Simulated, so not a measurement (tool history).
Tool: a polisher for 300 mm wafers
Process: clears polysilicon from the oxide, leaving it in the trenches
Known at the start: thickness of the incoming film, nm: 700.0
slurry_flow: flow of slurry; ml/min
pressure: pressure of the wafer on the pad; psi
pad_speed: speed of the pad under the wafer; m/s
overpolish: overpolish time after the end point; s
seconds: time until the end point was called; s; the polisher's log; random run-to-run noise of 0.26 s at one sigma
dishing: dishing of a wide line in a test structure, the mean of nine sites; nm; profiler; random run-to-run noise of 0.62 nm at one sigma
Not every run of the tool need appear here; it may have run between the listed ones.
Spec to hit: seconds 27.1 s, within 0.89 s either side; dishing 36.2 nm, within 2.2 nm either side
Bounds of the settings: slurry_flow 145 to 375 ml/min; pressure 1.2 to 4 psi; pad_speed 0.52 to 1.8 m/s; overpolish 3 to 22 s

{"run": 1, "hour": 0.0, "slurry_flow": 240, "pressure": 2.6, "pad_speed": 1.16, "overpolish": 11, "seconds": 42.019, "dishing": 38.497}
{"run": 2, "hour": 8.0, "slurry_flow": 215, "pressure": 2.6, "pad_speed": 1.16, "overpolish": 11, "seconds": 42.221, "dishing": 38.84}
{"run": 3, "hour": 11.0, "slurry_flow": 250, "pressure": 2.9, "pad_speed": 1.16, "overpolish": 8, "seconds": 37.631, "dishing": 37.508}
{"run": 4, "hour": 13.6, "slurry_flow": 275, "pressure": 2.9, "pad_speed": 1.16, "overpolish": 8, "seconds": 38.169, "dishing": 37.948}
{"run": 5, "hour": 22.4, "slurry_flow": 270, "pressure": 3.2, "pad_speed": 1.16, "overpolish": 6, "seconds": 33.81, "dishing": 37.924}
{"run": 6, "hour": 24.0, "slurry_flow": 270, "pressure": 2.7, "pad_speed": 1.16, "overpolish": 6, "seconds": 39.41, "dishing": 35.813}
{"run": 7, "hour": 25.3, "slurry_flow": 285, "pressure": 3, "pad_speed": 1.2, "overpolish": 5, "seconds": 34.582, "dishing": 36.193}
{"run": 8, "hour": 27.0, "slurry_flow": 295, "pressure": 3.2, "pad_speed": 1.22, "overpolish": 4, "seconds": 32.009, "dishing": 34.556}
{"run": 9, "hour": 31.0, "slurry_flow": 295, "pressure": 3.4, "pad_speed": 1.22, "overpolish": 4, "seconds": 30.005, "dishing": 36.106}
{"run": 10, "hour": 39.0, "slurry_flow": 295, "pressure": 3.5, "pad_speed": 1.22, "overpolish": 4, "seconds": 29.517, "dishing": 35.964}

Below are 4 possible settings for the next run. Only one of them brings all results inside the allowed miss of their targets. Which is it?
{"run": "A", "hour": 47.0, "slurry_flow": 320, "pressure": 3.8, "pad_speed": 1.3, "overpolish": 4, "seconds": "?", "dishing": "?"}
{"run": "B", "hour": 47.0, "slurry_flow": 275, "pressure": 3.8, "pad_speed": 1.22, "overpolish": 4, "seconds": "?", "dishing": "?"}
{"run": "C", "hour": 47.0, "slurry_flow": 275, "pressure": 3.2, "pad_speed": 1.54, "overpolish": 4, "seconds": "?", "dishing": "?"}
{"run": "D", "hour": 47.0, "slurry_flow": 315, "pressure": 3.9, "pad_speed": 1.28, "overpolish": 4, "seconds": "?", "dishing": "?"}

move=A seconds=25.174 dishing=36.154
move=B seconds=27.131 dishing=35.628
move=C seconds=25.589 dishing=36.045
move=D seconds=24.946 dishing=36.213
A: the result that was furthest off in the last run now lies on the other side of its target
B: every result lands within tolerance
C: the result that was furthest off in the last run now lies on the other side of its target
D: the result that was furthest off in the last run now lies on the other side of its target
Go with B: it meets all targets.

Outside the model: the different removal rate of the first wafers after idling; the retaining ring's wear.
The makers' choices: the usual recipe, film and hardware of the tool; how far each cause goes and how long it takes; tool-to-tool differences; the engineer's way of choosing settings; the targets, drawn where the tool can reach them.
